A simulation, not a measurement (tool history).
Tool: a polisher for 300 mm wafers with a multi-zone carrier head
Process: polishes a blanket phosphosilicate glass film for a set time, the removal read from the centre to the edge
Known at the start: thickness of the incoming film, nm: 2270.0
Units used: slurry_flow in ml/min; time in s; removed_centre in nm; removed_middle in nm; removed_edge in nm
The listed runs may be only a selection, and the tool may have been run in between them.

run  hour  slurry_flow  centre_zone  middle_zone  edge_zone  slurry_solids  time  removed_centre  removed_middle  removed_edge
  1   0.0          190         1.00         1.00       1.00           1.00    43          534.19          532.87        536.52
  2   2.2          190         1.00         1.00       1.00           0.90    43          500.75          502.67        498.65
  3  10.4          190         1.00         0.95       1.00           0.90    43          506.07          470.70        509.83
  4  11.7          190         0.99         0.95       0.98           0.85    43          478.37          458.21        488.66
  5  14.4          190         0.99         0.95       0.96           0.80    43          455.63          445.74        463.96
  6  21.3          190         0.99         0.95       0.96           0.95    43          509.58          482.45        510.24
  7  24.1          190         0.99         0.95       0.94           0.90    43          489.00          484.14        488.42
  8  31.6          190         0.99         0.94       0.92           0.85    43          483.53          456.05        457.83
  9  35.9          185         0.98         0.93       0.91           0.80    43          452.40          433.91        444.79
 10  43.7          180         0.97         0.93       0.90           0.80    43          452.11          432.01        438.45

Forecast run 11:
 11  45.2          175         0.96         0.93       0.89           0.80    43               ?               ?             ?

removed_centre: 430.71 nm
removed_middle: 440.36 nm
removed_edge: 444.59 nm

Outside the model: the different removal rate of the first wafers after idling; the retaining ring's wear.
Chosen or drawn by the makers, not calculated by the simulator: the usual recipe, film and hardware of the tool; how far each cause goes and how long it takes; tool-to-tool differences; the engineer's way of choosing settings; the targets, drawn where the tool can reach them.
